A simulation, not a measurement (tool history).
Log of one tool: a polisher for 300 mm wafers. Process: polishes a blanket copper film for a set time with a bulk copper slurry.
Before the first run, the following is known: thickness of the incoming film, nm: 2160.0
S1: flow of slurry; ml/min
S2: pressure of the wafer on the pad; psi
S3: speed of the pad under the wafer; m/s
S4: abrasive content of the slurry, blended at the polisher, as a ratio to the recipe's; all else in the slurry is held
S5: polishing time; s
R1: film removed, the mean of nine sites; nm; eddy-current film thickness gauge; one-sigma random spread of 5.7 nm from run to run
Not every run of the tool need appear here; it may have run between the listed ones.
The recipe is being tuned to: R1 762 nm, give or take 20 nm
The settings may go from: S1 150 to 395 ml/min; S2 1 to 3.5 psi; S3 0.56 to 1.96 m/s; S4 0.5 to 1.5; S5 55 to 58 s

run,hour,S1,S2,S3,S4,S5,R1
1,0,250,2.2,1.26,1,55,565.36
2,7,250,2.2,1.26,1,55,563.27
3,14.9,250,2.6,1.26,1,55,640.46
4,21.3,250,2.7,1.26,1,55,670.31
5,29.1,250,3,1.26,1,55,744.24
6,31.6,250,3,1.06,1,55,614.12
7,35.3,250,3.1,1.06,1,55,639.37
8,41.2,260,3.3,1.08,1,55,680.59
9,47.2,260,3.4,1.12,1,55,736.48

5 next moves are on the table. One of them brings every result within its allowed miss. Which?
A,53.2,255,3.3,1.06,1.1,55,?
B,53.2,260,3.1,1.28,1,55,?
C,53.2,285,3,1.18,0.95,56,?
D,53.2,290,2.8,1.12,1.4,58,?
E,53.2,240,3.5,1.08,0.75,58,?

move,R1
A,681.86
B,761.62
C,695.3
D,696.11
E,714.66
A: lands further from the targets than the last run did
B: meets every target
C: lands further from the targets than the last run did
D: lands further from the targets than the last run did
E: lands further from the targets than the last run did
Go with B: it meets all targets.
